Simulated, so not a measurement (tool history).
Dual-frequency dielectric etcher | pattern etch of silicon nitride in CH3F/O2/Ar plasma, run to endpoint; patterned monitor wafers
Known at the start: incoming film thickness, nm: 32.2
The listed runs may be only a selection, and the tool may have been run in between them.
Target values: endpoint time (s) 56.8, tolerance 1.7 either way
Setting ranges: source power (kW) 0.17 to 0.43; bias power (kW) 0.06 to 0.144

| run | day | source power (kW) | bias power (kW) | endpoint time (s) |
|---|---|---|---|---|
| 1 | 0 | 0.3 | 0.102 | 45.23 |
| 2 | 0.329 | 0.28 | 0.099 | 47.789 |
| 3 | 0.412 | 0.28 | 0.086 | 51.988 |
| 4 | 0.779 | 0.27 | 0.086 | 52.643 |
| 5 | 0.825 | 0.32 | 0.086 | 49.324 |
| 6 | 1.138 | 0.31 | 0.085 | 50.43 |
| 7 | 1.408 | 0.3 | 0.084 | 51.173 |
| 8 | 1.642 | 0.29 | 0.083 | 52.136 |
| 9 | 1.692 | 0.28 | 0.082 | 53.732 |

Pick the move, out of 5, that brings all results within their allowed miss; only one does.
| A | 1.742 | 0.26 | 0.085 | ? |
| B | 1.742 | 0.25 | 0.088 | ? |
| C | 1.742 | 0.3 | 0.067 | ? |
| D | 1.742 | 0.19 | 0.096 | ? |
| E | 1.742 | 0.3 | 0.083 | ? |

| move | endpoint time (s) |
|---|---|
| A | 53.795 |
| B | 53.51 |
| C | 59.224 |
| D | 56.884 |
| E | 51.473 |
A: no nearer and no further than the last run
B: misses by more than the last run did
C: takes the biggest miss from the last run beyond its target
D: in spec on every target
E: misses by more than the last run did
The right move is D.

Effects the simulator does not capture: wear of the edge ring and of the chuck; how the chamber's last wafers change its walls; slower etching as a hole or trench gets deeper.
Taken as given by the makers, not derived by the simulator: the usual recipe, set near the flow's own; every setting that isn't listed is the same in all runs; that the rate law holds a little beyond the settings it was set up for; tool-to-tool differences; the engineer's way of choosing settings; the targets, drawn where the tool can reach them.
